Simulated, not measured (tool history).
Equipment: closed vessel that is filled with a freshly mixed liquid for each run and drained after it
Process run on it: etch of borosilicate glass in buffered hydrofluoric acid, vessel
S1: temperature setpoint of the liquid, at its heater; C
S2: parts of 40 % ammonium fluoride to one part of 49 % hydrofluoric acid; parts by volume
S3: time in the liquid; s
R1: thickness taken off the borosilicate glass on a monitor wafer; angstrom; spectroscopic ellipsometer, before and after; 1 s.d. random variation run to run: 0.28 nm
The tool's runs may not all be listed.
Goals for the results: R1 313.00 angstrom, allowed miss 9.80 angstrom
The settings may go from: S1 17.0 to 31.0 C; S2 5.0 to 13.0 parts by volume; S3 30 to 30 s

Run 1, day 0.000: S1 23.0 C, S2 8.0 parts by volume, S3 30 s. Result: R1 406.40 angstrom.
Run 2, day 0.029: S1 23.0 C, S2 6.0 parts by volume, S3 30 s. Result: R1 546.13 angstrom.
Run 3, day 0.271: S1 22.0 C, S2 6.0 parts by volume, S3 30 s. Result: R1 510.03 angstrom.
Run 4, day 0.325: S1 21.5 C, S2 6.0 parts by volume, S3 30 s. Result: R1 496.75 angstrom.
Run 5, day 0.671: S1 21.0 C, S2 6.0 parts by volume, S3 30 s. Result: R1 482.93 angstrom.
Run 6, day 0.921: S1 21.0 C, S2 8.0 parts by volume, S3 30 s. Result: R1 361.48 angstrom.
Run 7, day 1.012: S1 20.5 C, S2 8.0 parts by volume, S3 30 s. Result: R1 350.68 angstrom.
Run 8, day 1.038: S1 19.5 C, S2 8.0 parts by volume, S3 30 s. Result: R1 332.21 angstrom.
Run 9, day 1.083: S1 19.0 C, S2 8.0 parts by volume, S3 30 s. Result: R1 325.07 angstrom.

4 candidate next runs follow, results not yet known. Just one meets every target within its allowed miss. Identify it.
Run A, day 1.129: S1 19.5 C, S2 8.5 parts by volume, S3 30 s. Result: R1 ?.
Run B, day 1.129: S1 17.0 C, S2 7.0 parts by volume, S3 30 s. Result: R1 ?.
Run C, day 1.129: S1 22.0 C, S2 9.0 parts by volume, S3 30 s. Result: R1 ?.
Run D, day 1.129: S1 20.5 C, S2 8.0 parts by volume, S3 30 s. Result: R1 ?.

move      R1
   A  312.09
   B  337.16
   C  335.68
   D  352.45
A: meets every target
B: misses by more than the last run did
C: misses by more than the last run did
D: misses by more than the last run did
Answer: A
